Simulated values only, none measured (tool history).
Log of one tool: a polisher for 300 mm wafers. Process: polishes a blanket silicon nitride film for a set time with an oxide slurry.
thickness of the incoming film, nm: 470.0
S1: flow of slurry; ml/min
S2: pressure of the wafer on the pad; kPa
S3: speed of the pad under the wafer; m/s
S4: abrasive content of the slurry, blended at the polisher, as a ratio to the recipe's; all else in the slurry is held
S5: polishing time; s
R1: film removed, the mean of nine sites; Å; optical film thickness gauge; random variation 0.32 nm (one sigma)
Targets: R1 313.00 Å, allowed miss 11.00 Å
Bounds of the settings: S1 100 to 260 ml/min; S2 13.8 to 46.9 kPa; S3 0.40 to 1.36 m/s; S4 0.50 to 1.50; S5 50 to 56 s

| run | hour | S1 | S2 | S3 | S4 | S5 | R1 |
|---|---|---|---|---|---|---|---|
| 1 | 0.0 | 165 | 30.3 | 0.88 | 1.00 | 56 | 460.42 |
| 2 | 1.3 | 165 | 30.3 | 0.88 | 1.20 | 56 | 512.44 |
| 3 | 2.3 | 165 | 36.5 | 0.88 | 1.20 | 56 | 607.06 |
| 4 | 9.1 | 195 | 36.5 | 0.88 | 1.20 | 56 | 608.97 |
| 5 | 14.8 | 195 | 36.5 | 0.88 | 1.20 | 50 | 556.97 |
| 6 | 18.9 | 195 | 33.1 | 0.88 | 1.20 | 50 | 503.90 |
| 7 | 23.6 | 195 | 30.3 | 0.88 | 1.20 | 50 | 460.28 |
| 8 | 31.5 | 195 | 28.3 | 0.88 | 1.20 | 50 | 425.59 |
| 9 | 32.7 | 195 | 26.9 | 0.88 | 1.20 | 50 | 407.03 |

5 next moves are on the table. One of them brings every result within its allowed miss. Which?
| A | 33.9 | 170 | 24.8 | 0.66 | 1.10 | 51 | ? |
| B | 33.9 | 205 | 22.1 | 0.80 | 1.20 | 50 | ? |
| C | 33.9 | 185 | 22.1 | 0.70 | 1.20 | 50 | ? |
| D | 33.9 | 260 | 23.4 | 0.70 | 0.95 | 51 | ? |
| E | 33.9 | 190 | 17.9 | 0.82 | 1.35 | 51 | ? |

| move | R1 |
|---|---|
| A | 287.46 |
| B | 311.87 |
| C | 276.97 |
| D | 278.58 |
| E | 276.94 |
A: takes the result that was furthest off past its target
B: meets every target
C: takes the result that was furthest off past its target
D: takes the result that was furthest off past its target
E: takes the result that was furthest off past its target
Answer: B

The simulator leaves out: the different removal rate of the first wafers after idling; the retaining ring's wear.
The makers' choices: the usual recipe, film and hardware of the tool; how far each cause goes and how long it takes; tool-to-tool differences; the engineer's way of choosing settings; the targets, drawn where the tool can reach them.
